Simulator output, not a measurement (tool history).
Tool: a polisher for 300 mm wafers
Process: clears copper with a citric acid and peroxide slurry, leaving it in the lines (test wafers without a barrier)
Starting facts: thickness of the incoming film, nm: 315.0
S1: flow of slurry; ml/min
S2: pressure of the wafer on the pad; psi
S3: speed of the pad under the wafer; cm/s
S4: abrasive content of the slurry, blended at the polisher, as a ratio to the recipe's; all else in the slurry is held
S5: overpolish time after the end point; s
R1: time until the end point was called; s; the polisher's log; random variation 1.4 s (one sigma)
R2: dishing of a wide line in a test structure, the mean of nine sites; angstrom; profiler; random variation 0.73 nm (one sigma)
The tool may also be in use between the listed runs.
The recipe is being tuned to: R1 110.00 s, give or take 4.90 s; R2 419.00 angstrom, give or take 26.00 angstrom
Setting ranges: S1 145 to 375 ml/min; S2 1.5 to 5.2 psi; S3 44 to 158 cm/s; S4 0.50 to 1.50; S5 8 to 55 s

| run | day | S1 | S2 | S3 | S4 | S5 | R1 | R2 |
|---|---|---|---|---|---|---|---|---|
| 1 | 0.000 | 240 | 3.3 | 100 | 1.00 | 28 | 156.30 | 334.73 |
| 2 | 0.129 | 295 | 3.3 | 100 | 1.00 | 28 | 154.09 | 350.39 |
| 3 | 0.429 | 330 | 3.3 | 100 | 1.00 | 28 | 154.87 | 346.16 |
| 4 | 0.667 | 330 | 3.3 | 110 | 1.00 | 28 | 140.42 | 395.51 |
| 5 | 0.829 | 330 | 3.4 | 110 | 1.00 | 27 | 135.78 | 379.90 |
| 6 | 1.146 | 330 | 3.5 | 110 | 1.00 | 27 | 133.28 | 387.49 |
| 7 | 1.279 | 330 | 3.6 | 110 | 1.00 | 27 | 128.93 | 402.45 |
| 8 | 1.450 | 330 | 3.7 | 110 | 1.00 | 26 | 125.93 | 389.08 |
| 9 | 1.683 | 330 | 3.8 | 110 | 1.00 | 26 | 124.00 | 402.43 |
| 10 | 1.933 | 330 | 3.9 | 110 | 1.00 | 26 | 121.89 | 417.00 |
| 11 | 2.121 | 330 | 4.0 | 110 | 1.00 | 25 | 115.55 | 411.06 |

Exercise: of the 4 proposed moves below, exactly one satisfies all targets within the stated allowed misses. Which move is it?
| A | 2.308 | 320 | 3.7 | 106 | 1.00 | 29 | ? | ? |
| B | 2.308 | 365 | 4.0 | 104 | 0.95 | 28 | ? | ? |
| C | 2.308 | 315 | 4.2 | 102 | 1.00 | 28 | ? | ? |
| D | 2.308 | 350 | 3.8 | 126 | 0.90 | 25 | ? | ? |

| move | R1 | R2 |
|---|---|---|
| A | 131.61 | 397.72 |
| B | 124.45 | 405.12 |
| C | 121.62 | 412.79 |
| D | 110.24 | 406.33 |
A: the biggest miss grows against the last run
B: the biggest miss grows against the last run
C: the biggest miss grows against the last run
D: each result inside its tolerance
So the answer is move D, the one that meets all the targets.

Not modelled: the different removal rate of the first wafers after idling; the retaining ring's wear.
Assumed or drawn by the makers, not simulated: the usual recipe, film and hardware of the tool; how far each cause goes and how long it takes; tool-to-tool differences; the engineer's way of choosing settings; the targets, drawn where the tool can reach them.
